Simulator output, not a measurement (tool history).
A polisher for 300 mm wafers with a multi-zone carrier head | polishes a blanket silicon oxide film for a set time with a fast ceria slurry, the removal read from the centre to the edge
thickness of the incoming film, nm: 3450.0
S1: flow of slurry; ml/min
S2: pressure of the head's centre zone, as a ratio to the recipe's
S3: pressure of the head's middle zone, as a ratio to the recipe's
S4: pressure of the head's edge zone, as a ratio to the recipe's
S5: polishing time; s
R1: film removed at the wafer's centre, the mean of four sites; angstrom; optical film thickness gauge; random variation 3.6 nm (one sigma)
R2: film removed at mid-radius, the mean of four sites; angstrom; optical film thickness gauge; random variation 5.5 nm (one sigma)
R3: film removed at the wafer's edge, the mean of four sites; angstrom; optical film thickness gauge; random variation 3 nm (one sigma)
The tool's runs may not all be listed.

run    day   S1    S2    S3    S4  S5      R1      R2      R3
  1  0.000  135  1.00  1.00  1.00  39  3380.6  3252.3  3315.0
  2  0.088  135  1.00  1.00  0.94  39  3424.7  3302.0  3147.2
  3  0.138  135  1.00  0.93  0.94  39  3331.9  3077.9  3180.2
  4  0.188  145  0.99  0.95  0.99  40  3512.6  3276.1  3413.2
  5  0.429  155  0.97  0.96  1.03  41  3581.6  3427.5  3625.9
  6  0.546  160  0.96  0.97  1.06  42  3642.0  3448.9  3737.0
  7  0.808  160  0.95  0.98  1.08  43  3668.5  3736.6  3849.1

Run 8 comes next. What will it give?
  8  0.933  165  0.94  0.97  1.10  43   ?   ?   ?

{"run 8": {"R1": 3675.6, "R2": 3632.9, "R3": 3892.1}}
